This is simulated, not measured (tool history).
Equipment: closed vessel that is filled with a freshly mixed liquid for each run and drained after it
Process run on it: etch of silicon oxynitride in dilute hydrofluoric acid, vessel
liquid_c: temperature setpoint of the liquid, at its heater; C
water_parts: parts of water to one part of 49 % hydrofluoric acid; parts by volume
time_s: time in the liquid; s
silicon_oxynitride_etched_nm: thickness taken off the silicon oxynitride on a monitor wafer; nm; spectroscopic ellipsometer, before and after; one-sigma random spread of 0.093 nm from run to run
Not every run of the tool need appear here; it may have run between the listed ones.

| run | hour | liquid_c | water_parts | time_s | silicon_oxynitride_etched_nm |
|---|---|---|---|---|---|
| 1 | 0 | 24 | 255 | 2750 | 13.728 |
| 2 | 2.7 | 22.5 | 255 | 2750 | 13.054 |
| 3 | 6.2 | 22.5 | 165 | 2750 | 21.323 |
| 4 | 11 | 22.5 | 165 | 2750 | 21.21 |
| 5 | 12.9 | 22 | 175 | 2750 | 19.636 |
| 6 | 17.2 | 20.5 | 175 | 2750 | 18.171 |
| 7 | 19.7 | 20 | 180 | 2750 | 17.127 |

Predict the results of run 8:
| 8 | 25 | 19.5 | 185 | 2750 | ? |

Run 8 yielded silicon_oxynitride_etched_nm 16.263 nm.
